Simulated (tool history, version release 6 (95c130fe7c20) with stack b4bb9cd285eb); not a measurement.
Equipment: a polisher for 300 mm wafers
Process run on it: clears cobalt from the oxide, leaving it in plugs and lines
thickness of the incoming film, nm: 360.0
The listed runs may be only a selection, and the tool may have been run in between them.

| run | hour | flow of slurry (ml/min) | pressure of the wafer on the pad (psi) | speed of the pad under the wafer (m/s) | overpolish time after the end point (s) | time until the end point was called (s) | dishing of a wide line in a test structure (angstrom) |
|---|---|---|---|---|---|---|---|
| 1 | 0.0 | 260 | 1.2 | 1.28 | 22 | 100.29 | 429.16 |
| 2 | 7.2 | 215 | 1.2 | 1.28 | 22 | 103.71 | 427.45 |
| 3 | 12.5 | 215 | 1.1 | 1.28 | 23 | 111.51 | 420.64 |
| 4 | 20.0 | 215 | 1.0 | 1.26 | 24 | 127.96 | 400.57 |
| 5 | 26.6 | 170 | 1.0 | 1.26 | 24 | 128.78 | 412.52 |
| 6 | 34.7 | 170 | 0.8 | 1.26 | 24 | 161.30 | 353.63 |
| 7 | 36.0 | 170 | 0.8 | 1.26 | 25 | 161.56 | 370.37 |
| 8 | 42.7 | 170 | 0.8 | 1.26 | 25 | 160.83 | 342.38 |
| 9 | 49.8 | 170 | 0.8 | 1.26 | 27 | 163.26 | 369.49 |
| 10 | 52.6 | 170 | 0.8 | 1.26 | 28 | 160.89 | 370.15 |
| 11 | 61.0 | 170 | 0.8 | 1.26 | 30 | 157.64 | 401.07 |

Run 12 is up next; what results do you expect?
| 12 | 68.5 | 170 | 0.8 | 1.26 | 31 | ? | ? |

time until the end point was called (s): 157.04
dishing of a wide line in a test structure (angstrom): 409.26
